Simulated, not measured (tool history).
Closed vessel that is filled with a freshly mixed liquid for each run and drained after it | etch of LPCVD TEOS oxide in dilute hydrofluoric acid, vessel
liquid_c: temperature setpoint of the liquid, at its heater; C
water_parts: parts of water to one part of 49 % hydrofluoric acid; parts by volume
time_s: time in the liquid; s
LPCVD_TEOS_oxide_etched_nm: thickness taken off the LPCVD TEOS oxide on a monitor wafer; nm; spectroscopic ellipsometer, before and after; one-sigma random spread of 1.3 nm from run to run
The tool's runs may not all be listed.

run 1 day=0.000 | liquid_c=25.0 water_parts=210 time_s=570 | LPCVD_TEOS_oxide_etched_nm=73.342
run 2 day=0.333 | liquid_c=26.0 water_parts=195 time_s=570 | LPCVD_TEOS_oxide_etched_nm=83.345
run 3 day=0.471 | liquid_c=26.5 water_parts=185 time_s=570 | LPCVD_TEOS_oxide_etched_nm=90.622
run 4 day=0.825 | liquid_c=26.5 water_parts=185 time_s=610 | LPCVD_TEOS_oxide_etched_nm=96.004
run 5 day=0.896 | liquid_c=27.0 water_parts=175 time_s=610 | LPCVD_TEOS_oxide_etched_nm=105.410
run 6 day=1.229 | liquid_c=24.0 water_parts=175 time_s=610 | LPCVD_TEOS_oxide_etched_nm=94.300
run 7 day=1.554 | liquid_c=25.0 water_parts=165 time_s=610 | LPCVD_TEOS_oxide_etched_nm=104.470
run 8 day=1.708 | liquid_c=26.0 water_parts=160 time_s=610 | LPCVD_TEOS_oxide_etched_nm=113.320
run 9 day=2.058 | liquid_c=26.5 water_parts=155 time_s=610 | LPCVD_TEOS_oxide_etched_nm=119.600
run 10 day=2.442 | liquid_c=27.0 water_parts=150 time_s=610 | LPCVD_TEOS_oxide_etched_nm=127.340
run 11 day=2.633 | liquid_c=27.5 water_parts=145 time_s=610 | LPCVD_TEOS_oxide_etched_nm=135.290
run 12 day=2.871 | liquid_c=28.0 water_parts=140 time_s=610 | LPCVD_TEOS_oxide_etched_nm=143.890
run 13 day=3.254 | liquid_c=32.0 water_parts=105 time_s=610 | LPCVD_TEOS_oxide_etched_nm=231.020
run 14 day=3.612 | liquid_c=31.0 water_parts=105 time_s=610 | LPCVD_TEOS_oxide_etched_nm=224.010

Expected results for the next run?
run 15 day=3.825 | liquid_c=30.5 water_parts=105 time_s=610 | LPCVD_TEOS_oxide_etched_nm=?

LPCVD_TEOS_oxide_etched_nm: 220.780 nm
